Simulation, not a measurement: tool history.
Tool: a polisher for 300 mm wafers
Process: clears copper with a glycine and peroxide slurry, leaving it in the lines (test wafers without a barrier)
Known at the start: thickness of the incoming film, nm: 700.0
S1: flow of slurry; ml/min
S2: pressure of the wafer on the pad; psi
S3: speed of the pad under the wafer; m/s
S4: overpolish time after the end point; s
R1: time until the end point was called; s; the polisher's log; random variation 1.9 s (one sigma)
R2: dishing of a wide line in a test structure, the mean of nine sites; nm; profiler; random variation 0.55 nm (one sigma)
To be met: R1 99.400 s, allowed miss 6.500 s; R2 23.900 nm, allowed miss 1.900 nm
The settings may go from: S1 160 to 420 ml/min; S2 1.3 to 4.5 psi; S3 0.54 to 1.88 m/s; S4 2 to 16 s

run,hour,S1,S2,S3,S4,R1,R2
1,0.0,270,2.9,1.20,8,128.210,28.494
2,2.9,270,2.9,1.20,10,129.930,34.016
3,8.2,310,2.9,1.20,10,132.150,35.263
4,14.1,310,2.9,1.20,8,129.760,27.768
5,22.0,310,3.0,1.22,7,126.170,25.763
6,24.9,250,3.0,1.22,7,130.810,26.075
7,33.0,255,3.2,1.24,6,116.310,23.631
8,39.4,255,3.3,1.24,6,115.360,23.816

Which of these 4 next moves meets every target?
A,45.8,295,4.3,0.72,7,?,?
B,45.8,260,3.9,1.50,5,?,?
C,45.8,240,2.8,1.14,7,?,?
D,45.8,240,3.7,1.32,5,?,?

move,R1,R2
A,138.550,23.064
B,80.166,27.869
C,137.450,22.961
D,94.984,23.803
A: further off than the last run
B: takes the result that was furthest off past its target
C: further off than the last run
D: meets every target
Answer: D
